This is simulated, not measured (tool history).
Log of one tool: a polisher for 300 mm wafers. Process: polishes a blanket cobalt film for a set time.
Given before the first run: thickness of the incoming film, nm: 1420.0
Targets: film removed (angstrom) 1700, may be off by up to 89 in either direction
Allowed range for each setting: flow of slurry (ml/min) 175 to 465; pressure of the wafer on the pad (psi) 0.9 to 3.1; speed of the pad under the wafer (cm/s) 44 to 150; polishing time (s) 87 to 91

run  hour  flow of slurry (ml/min)  pressure of the wafer on the pad (psi)  speed of the pad under the wafer (cm/s)  polishing time (s)  film removed (angstrom)
  1     0                      295                                       2                                       96                  87                   4572.3
  2   1.9                      295                                       2                                       96                  91                   4797.8
  3   7.4                      295                                       2                                       96                  87                   4596.6
  4  10.1                      295                                     1.8                                       96                  87                   4320.6
  5  17.2                      275                                     1.6                                       86                  87                   3413.6
  6  23.6                      275                                     1.6                                       86                  87                   3322.2
  7  24.7                      270                                     1.5                                       82                  87                   3121.5
  8  26.3                      265                                     1.4                                       76                  87                   2681.8
  9  30.4                      265                                     1.3                                       72                  87                   2348.9
 10    32                      265                                     1.3                                       72                  87                   2409.6
 11  38.4                      265                                     1.2                                       70                  87                   2205.6
 12  42.4                      265                                     1.2                                       68                  87                   2114.6

4 candidate next runs follow, results not yet known. Just one meets every target within its allowed miss. Identify it.
  A  46.4                      265                                     1.2                                       60                  87                        ?
  B  46.4                      255                                     1.1                                       70                  87                        ?
  C  46.4                      255                                     1.1                                       58                  87                        ?
  D  46.4                      240                                       1                                       52                  87                        ?

move  film removed (angstrom)
   A                   1982.5
   B                   2044.8
   C                     1773
   D                   1486.8
A: an improvement on the last run, though not all results are within tolerance
B: an improvement on the last run, though not all results are within tolerance
C: every result within its allowed miss
D: pushes the last run's worst result past its target
The move that meets every target is C.
